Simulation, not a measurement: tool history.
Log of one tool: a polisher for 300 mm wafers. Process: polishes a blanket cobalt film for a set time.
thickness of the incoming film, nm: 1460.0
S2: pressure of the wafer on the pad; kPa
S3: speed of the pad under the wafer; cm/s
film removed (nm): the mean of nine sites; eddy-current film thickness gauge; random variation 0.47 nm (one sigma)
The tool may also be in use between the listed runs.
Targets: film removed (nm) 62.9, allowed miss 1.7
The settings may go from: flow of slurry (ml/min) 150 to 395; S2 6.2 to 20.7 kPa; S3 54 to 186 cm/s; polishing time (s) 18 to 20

{"run": 1, "day": 0.0, "flow of slurry (ml/min)": 250, "S2": 13.1, "S3": 118, "polishing time (s)": 20, "film removed (nm)": 99.158}
{"run": 2, "day": 0.025, "flow of slurry (ml/min)": 250, "S2": 13.1, "S3": 118, "polishing time (s)": 18, "film removed (nm)": 87.995}
{"run": 3, "day": 0.383, "flow of slurry (ml/min)": 250, "S2": 15.2, "S3": 118, "polishing time (s)": 18, "film removed (nm)": 97.51}
{"run": 4, "day": 0.629, "flow of slurry (ml/min)": 245, "S2": 13.1, "S3": 118, "polishing time (s)": 18, "film removed (nm)": 89.402}
{"run": 5, "day": 0.912, "flow of slurry (ml/min)": 300, "S2": 13.1, "S3": 118, "polishing time (s)": 18, "film removed (nm)": 91.392}
{"run": 6, "day": 0.975, "flow of slurry (ml/min)": 260, "S2": 13.1, "S3": 118, "polishing time (s)": 18, "film removed (nm)": 88.674}
{"run": 7, "day": 1.058, "flow of slurry (ml/min)": 255, "S2": 11.7, "S3": 118, "polishing time (s)": 18, "film removed (nm)": 83.829}
{"run": 8, "day": 1.312, "flow of slurry (ml/min)": 255, "S2": 10.3, "S3": 118, "polishing time (s)": 18, "film removed (nm)": 78.913}
{"run": 9, "day": 1.479, "flow of slurry (ml/min)": 255, "S2": 9, "S3": 118, "polishing time (s)": 18, "film removed (nm)": 72.205}
{"run": 10, "day": 1.8, "flow of slurry (ml/min)": 255, "S2": 8.3, "S3": 118, "polishing time (s)": 18, "film removed (nm)": 70.085}
{"day": 2.0, "done": "slurry nozzle cleaned"}
{"run": 11, "day": 2.0, "flow of slurry (ml/min)": 255, "S2": 7.6, "S3": 118, "polishing time (s)": 18, "film removed (nm)": 69.989}
{"run": 12, "day": 2.312, "flow of slurry (ml/min)": 250, "S2": 6.9, "S3": 116, "polishing time (s)": 18, "film removed (nm)": 65.637}

Which of these 4 next moves meets every target?
{"run": "A", "day": 2.625, "flow of slurry (ml/min)": 255, "S2": 6.9, "S3": 112, "polishing time (s)": 19, "film removed (nm)": "?"}
{"run": "B", "day": 2.625, "flow of slurry (ml/min)": 235, "S2": 6.2, "S3": 124, "polishing time (s)": 18, "film removed (nm)": "?"}
{"run": "C", "day": 2.625, "flow of slurry (ml/min)": 220, "S2": 6.2, "S3": 130, "polishing time (s)": 18, "film removed (nm)": "?"}
{"run": "D", "day": 2.625, "flow of slurry (ml/min)": 280, "S2": 6.2, "S3": 116, "polishing time (s)": 18, "film removed (nm)": "?"}

move=A film_removed_(nm)=67.174
move=B film_removed_(nm)=66.489
move=C film_removed_(nm)=69.019
move=D film_removed_(nm)=63.575
A: further off than the last run
B: further off than the last run
C: further off than the last run
D: meets every target
Move D is the one to make.

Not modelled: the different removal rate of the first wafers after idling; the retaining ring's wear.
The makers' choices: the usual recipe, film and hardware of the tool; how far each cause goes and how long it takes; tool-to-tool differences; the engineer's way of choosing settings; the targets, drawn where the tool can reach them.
